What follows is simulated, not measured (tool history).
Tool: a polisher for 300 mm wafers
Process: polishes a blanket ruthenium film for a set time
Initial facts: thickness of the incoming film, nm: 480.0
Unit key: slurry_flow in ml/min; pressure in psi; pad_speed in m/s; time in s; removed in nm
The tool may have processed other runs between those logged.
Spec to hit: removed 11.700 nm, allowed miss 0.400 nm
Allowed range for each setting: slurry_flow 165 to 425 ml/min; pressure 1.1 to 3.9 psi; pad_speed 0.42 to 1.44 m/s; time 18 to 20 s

{"run": 1, "hour": 0.0, "slurry_flow": 275, "pressure": 2.5, "pad_speed": 0.92, "time": 20, "removed": 23.227}
{"run": 2, "hour": 6.3, "slurry_flow": 275, "pressure": 2.2, "pad_speed": 0.9, "time": 20, "removed": 20.632}
{"run": 3, "hour": 11.0, "slurry_flow": 275, "pressure": 2.0, "pad_speed": 0.86, "time": 20, "removed": 17.793}
{"run": 4, "hour": 17.4, "slurry_flow": 275, "pressure": 2.0, "pad_speed": 0.86, "time": 20, "removed": 17.692}
{"run": 5, "hour": 18.7, "slurry_flow": 275, "pressure": 1.8, "pad_speed": 0.86, "time": 20, "removed": 16.247}
{"run": 6, "hour": 23.7, "slurry_flow": 275, "pressure": 1.6, "pad_speed": 0.86, "time": 20, "removed": 14.788}
{"run": 7, "hour": 28.8, "slurry_flow": 275, "pressure": 1.5, "pad_speed": 0.86, "time": 20, "removed": 14.334}
{"run": 8, "hour": 36.6, "slurry_flow": 275, "pressure": 1.4, "pad_speed": 0.86, "time": 20, "removed": 13.357}
{"run": 9, "hour": 43.8, "slurry_flow": 275, "pressure": 1.3, "pad_speed": 0.86, "time": 20, "removed": 12.62}

Below are 5 possible settings for the next run. Only one of them brings all results inside the allowed miss of their targets. Which is it?
{"run": "A", "hour": 51.0, "slurry_flow": 305, "pressure": 1.1, "pad_speed": 0.88, "time": 20, "removed": "?"}
{"run": "B", "hour": 51.0, "slurry_flow": 255, "pressure": 1.4, "pad_speed": 0.68, "time": 20, "removed": "?"}
{"run": "C", "hour": 51.0, "slurry_flow": 270, "pressure": 1.3, "pad_speed": 0.8, "time": 18, "removed": "?"}
{"run": "D", "hour": 51.0, "slurry_flow": 240, "pressure": 1.6, "pad_speed": 0.88, "time": 19, "removed": "?"}
{"run": "E", "hour": 51.0, "slurry_flow": 205, "pressure": 2.5, "pad_speed": 0.56, "time": 20, "removed": "?"}

move=A removed=11.538
move=B removed=10.596
move=C removed=10.600
move=D removed=14.237
move=E removed=13.774
A: all results in spec
B: the result that was furthest off in the last run now lies on the other side of its target
C: the result that was furthest off in the last run now lies on the other side of its target
D: further off than the last run
E: further off than the last run
The move that meets every target is A.
